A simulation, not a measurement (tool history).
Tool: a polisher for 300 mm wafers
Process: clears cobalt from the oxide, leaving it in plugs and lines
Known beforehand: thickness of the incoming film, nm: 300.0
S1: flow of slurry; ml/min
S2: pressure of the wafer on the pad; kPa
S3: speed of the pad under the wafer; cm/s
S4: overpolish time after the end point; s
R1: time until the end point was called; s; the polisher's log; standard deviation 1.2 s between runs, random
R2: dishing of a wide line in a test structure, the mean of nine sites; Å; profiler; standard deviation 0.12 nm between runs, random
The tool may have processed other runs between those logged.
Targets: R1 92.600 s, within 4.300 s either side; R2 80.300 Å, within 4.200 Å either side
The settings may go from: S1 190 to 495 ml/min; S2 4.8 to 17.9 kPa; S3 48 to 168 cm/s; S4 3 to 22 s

run,hour,S1,S2,S3,S4,R1,R2
1,0.0,320,11.0,108,11,76.254,285.970
2,4.2,315,10.3,106,9,81.069,231.380
3,6.1,315,13.1,106,9,66.871,271.580
4,11.4,315,11.0,106,9,77.931,238.550
5,14.0,315,11.0,88,9,92.603,208.680
6,20.0,385,11.0,88,9,91.119,207.080
7,21.9,410,11.0,84,8,94.714,184.910
8,23.0,430,11.0,80,7,102.720,157.950
9,28.9,495,14.5,50,3,121.810,62.156
10,32.6,470,15.2,52,3,111.350,67.254
11,38.0,450,15.9,52,3,108.480,69.154

Pick the move, out of 4, that brings all results within their allowed miss; only one does.
A,43.4,400,16.5,60,3,?,?
B,43.4,465,16.5,68,3,?,?
C,43.4,495,17.2,66,3,?,?
D,43.4,495,15.2,70,3,?,?

move,R1,R2
A,92.459,81.599
B,81.418,91.765
C,80.352,92.882
D,85.655,87.579
A: every result within its allowed miss
B: moves the result that the last run missed by most past its target, out the other side
C: moves the result that the last run missed by most past its target, out the other side
D: moves the result that the last run missed by most past its target, out the other side
So the answer is move A, the one that meets all the targets.

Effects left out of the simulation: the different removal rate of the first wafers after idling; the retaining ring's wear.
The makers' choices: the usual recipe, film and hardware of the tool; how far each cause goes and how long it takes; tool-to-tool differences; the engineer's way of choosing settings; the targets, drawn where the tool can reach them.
